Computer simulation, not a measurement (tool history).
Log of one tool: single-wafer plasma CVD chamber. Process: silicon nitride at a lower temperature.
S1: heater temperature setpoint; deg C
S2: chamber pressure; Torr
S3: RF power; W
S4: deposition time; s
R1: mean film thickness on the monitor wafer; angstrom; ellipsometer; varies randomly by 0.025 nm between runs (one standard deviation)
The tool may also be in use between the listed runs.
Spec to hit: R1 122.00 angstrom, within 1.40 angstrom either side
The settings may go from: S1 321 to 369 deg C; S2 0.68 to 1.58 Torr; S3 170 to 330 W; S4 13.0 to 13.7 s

| run | hour | S1 | S2 | S3 | S4 | R1 |
|---|---|---|---|---|---|---|
| 1 | 0.0 | 345 | 1.13 | 250 | 13.7 | 131.23 |
| 2 | 8.1 | 345 | 1.07 | 250 | 13.7 | 129.33 |
| 3 | 17.0 | 345 | 0.98 | 250 | 13.7 | 125.83 |
| 4 | 22.4 | 345 | 0.98 | 275 | 13.7 | 134.86 |
| 5 | 27.1 | 345 | 0.98 | 275 | 13.0 | 128.14 |
| 6 | 35.1 | 345 | 0.94 | 275 | 13.0 | 126.39 |
| 7 | 43.5 | 345 | 0.91 | 275 | 13.0 | 124.43 |
| 8 | 44.2 | 345 | 0.90 | 275 | 13.0 | 125.17 |
| 9 | 48.4 | 345 | 0.88 | 275 | 13.0 | 123.26 |

Next run, 4 choices. One meets every target within its allowed miss, the rest don't. Which?
| A | 52.6 | 349 | 0.87 | 265 | 13.3 | ? |
| B | 52.6 | 342 | 0.92 | 265 | 13.4 | ? |
| C | 52.6 | 344 | 0.88 | 275 | 13.3 | ? |
| D | 52.6 | 348 | 0.91 | 275 | 13.1 | ? |

| move | R1 |
|---|---|
| A | 122.13 |
| B | 125.82 |
| C | 126.30 |
| D | 125.65 |
A: every result within its allowed miss
B: misses by more than the last run did
C: misses by more than the last run did
D: misses by more than the last run did
So the answer is move A, the one that meets all the targets.
